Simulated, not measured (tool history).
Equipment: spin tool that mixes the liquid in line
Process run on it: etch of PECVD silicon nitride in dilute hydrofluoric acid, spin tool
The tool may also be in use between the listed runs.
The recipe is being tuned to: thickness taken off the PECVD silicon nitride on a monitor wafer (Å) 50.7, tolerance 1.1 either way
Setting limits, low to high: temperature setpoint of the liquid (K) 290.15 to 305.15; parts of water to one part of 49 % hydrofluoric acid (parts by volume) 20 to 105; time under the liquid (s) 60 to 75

| run | day | temperature setpoint of the liquid (K) | parts of water to one part of 49 % hydrofluoric acid (parts by volume) | time under the liquid (s) | thickness taken off the PECVD silicon nitride on a monitor wafer (Å) |
|---|---|---|---|---|---|
| 1 | 0 | 297.15 | 55 | 75 | 38.377 |
| 2 | 0.333 | 293.65 | 55 | 75 | 29.968 |
| 3 | 0.646 | 293.65 | 55 | 75 | 30.13 |
| 4 | 0.758 | 296.15 | 55 | 75 | 35.955 |
| 5 | 0.975 | 296.15 | 55 | 75 | 35.689 |
| 6 | 1.317 | 297.65 | 55 | 75 | 39.533 |
| 7 | 1.617 | 298.65 | 55 | 75 | 42.122 |
| 8 | 1.846 | 299.65 | 55 | 75 | 45.28 |
| 9 | 1.888 | 300.15 | 55 | 75 | 46.594 |
| 10 | 2.208 | 300.65 | 55 | 75 | 48.59 |

Exactly one of the 5 candidate moves below puts every result within its allowed miss. Which one?
| A | 2.529 | 303.65 | 55 | 60 | ? |
| B | 2.529 | 302.15 | 55 | 75 | ? |
| C | 2.529 | 299.65 | 40 | 65 | ? |
| D | 2.529 | 302.65 | 45 | 60 | ? |
| E | 2.529 | 302.65 | 60 | 75 | ? |

| move | thickness taken off the PECVD silicon nitride on a monitor wafer (Å) |
|---|---|
| A | 46.924 |
| B | 53.252 |
| C | 53.569 |
| D | 53.652 |
| E | 50.454 |
A: lands further from the targets than the last run did
B: takes the biggest miss from the last run beyond its target
C: takes the biggest miss from the last run beyond its target
D: takes the biggest miss from the last run beyond its target
E: in spec on every target
E meets every target.
